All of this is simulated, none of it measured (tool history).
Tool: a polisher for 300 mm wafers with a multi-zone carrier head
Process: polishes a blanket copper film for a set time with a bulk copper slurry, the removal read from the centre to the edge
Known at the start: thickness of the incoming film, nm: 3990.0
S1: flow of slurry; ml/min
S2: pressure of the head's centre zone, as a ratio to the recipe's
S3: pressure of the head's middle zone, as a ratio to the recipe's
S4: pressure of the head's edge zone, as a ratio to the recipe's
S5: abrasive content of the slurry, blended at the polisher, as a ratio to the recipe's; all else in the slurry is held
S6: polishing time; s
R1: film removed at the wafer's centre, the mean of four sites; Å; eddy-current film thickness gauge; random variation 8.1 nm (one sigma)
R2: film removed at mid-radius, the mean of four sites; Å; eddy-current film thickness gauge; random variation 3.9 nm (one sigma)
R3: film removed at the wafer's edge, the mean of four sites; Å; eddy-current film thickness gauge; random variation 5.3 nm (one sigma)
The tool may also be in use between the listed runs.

run	hour	S1	S2	S3	S4	S5	S6	R1	R2	R3
1	0.0	195	1.00	1.00	1.00	1.00	53	5132.3	5363.2	5236.6
2	3.9	195	1.00	1.00	1.00	1.00	59	5825.6	6006.3	5844.7
3	7.9	205	1.00	0.99	1.04	1.05	59	5946.5	5972.6	5979.9
4	14.2	210	0.98	0.98	1.07	1.15	60	5956.7	6118.9	6334.8
5	19.9	255	0.98	0.98	1.07	1.15	60	6287.1	6346.3	6409.9
6	24.7	255	0.98	0.98	1.07	1.15	67	6882.4	7051.4	7236.6
7	28.6	245	0.97	0.96	1.06	1.15	67	6803.1	6837.6	7101.5
8	31.3	235	0.96	0.95	1.06	1.15	67	6704.5	6845.7	7125.2
9	33.7	225	0.95	0.93	1.06	1.15	67	6623.0	6658.6	7107.3
10	41.7	220	0.94	0.92	1.06	1.15	67	6404.0	6633.7	7104.6
11	48.7	215	0.94	0.91	1.06	1.15	67	6459.1	6550.5	7084.6

Run 12 comes next. What will it give?
12	54.7	210	0.94	0.90	1.06	1.15	67	?	?	?

R1: 6582.6 Å
R2: 6485.6 Å
R3: 7051.8 Å
